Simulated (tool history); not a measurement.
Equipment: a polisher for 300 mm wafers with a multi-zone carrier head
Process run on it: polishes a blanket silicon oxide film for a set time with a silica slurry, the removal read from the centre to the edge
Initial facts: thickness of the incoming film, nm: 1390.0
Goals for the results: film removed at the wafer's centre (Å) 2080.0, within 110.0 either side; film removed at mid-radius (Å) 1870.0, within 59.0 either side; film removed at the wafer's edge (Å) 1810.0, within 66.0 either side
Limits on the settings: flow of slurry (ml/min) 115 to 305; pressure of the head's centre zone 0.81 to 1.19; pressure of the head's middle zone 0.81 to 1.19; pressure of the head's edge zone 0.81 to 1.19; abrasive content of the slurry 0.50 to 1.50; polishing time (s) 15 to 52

run  hour  flow of slurry (ml/min)  pressure of the head's centre zone  pressure of the head's middle zone  pressure of the head's edge zone  abrasive content of the slurry  polishing time (s)  film removed at the wafer's centre (Å)  film removed at mid-radius (Å)  film removed at the wafer's edge (Å)
  1   0.0                      195                                1.00                                1.00                              1.00                            1.00                  33                                  1617.5                          1644.1                                1628.0
  2   4.5                      200                                1.02                                1.01                              1.01                            1.00                  33                                  1626.3                          1635.5                                1589.5
  3  12.9                      200                                1.02                                1.01                              1.01                            1.00                  29                                  1483.8                          1446.1                                1448.0
  4  15.6                      200                                0.99                                1.01                              1.01                            1.00                  29                                  1414.3                          1431.0                                1426.4
  5  17.1                      200                                0.99                                1.01                              1.01                            1.00                  36                                  1780.1                          1808.3                                1792.8
  6  23.4                      160                                0.99                                1.01                              1.01                            1.00                  36                                  1728.8                          1710.6                                1712.6
  7  25.7                      165                                1.01                                1.01                              1.01                            1.00                  36                                  1706.9                          1764.6                                1737.1
  8  33.5                      175                                1.03                                1.00                              1.00                            1.00                  36                                  1827.9                          1717.5                                1737.2
  9  34.2                      180                                1.04                                1.00                              1.00                            1.00                  36                                  1813.5                          1726.9                                1718.8
 10  41.5                      220                                1.14                                1.02                              1.04                            1.10                  36                                  2172.2                          1872.2                                1891.9

Pick the move, out of 4, that brings all results within their allowed miss; only one does.
  A  48.8                      225                                1.19                                1.10                              1.14                            0.90                  37                                       ?                               ?                                     ?
  B  48.8                      245                                0.92                                1.02                              1.06                            1.10                  38                                       ?                               ?                                     ?
  C  48.8                      190                                0.96                                1.02                              1.19                            1.25                  34                                       ?                               ?                                     ?
  D  48.8                      195                                1.19                                1.00                              0.99                            1.05                  39                                       ?                               ?                                     ?

move  film removed at the wafer's centre (Å)  film removed at mid-radius (Å)  film removed at the wafer's edge (Å)
   A                                  2135.1                          1878.5                                1829.3
   B                                  1881.1                          2013.5                                2010.3
   C                                  1803.4                          1854.1                                1977.8
   D                                  2385.3                          1940.3                                1919.9
A: meets every target
B: misses by more than the last run did
C: misses by more than the last run did
D: misses by more than the last run did
Answer: A

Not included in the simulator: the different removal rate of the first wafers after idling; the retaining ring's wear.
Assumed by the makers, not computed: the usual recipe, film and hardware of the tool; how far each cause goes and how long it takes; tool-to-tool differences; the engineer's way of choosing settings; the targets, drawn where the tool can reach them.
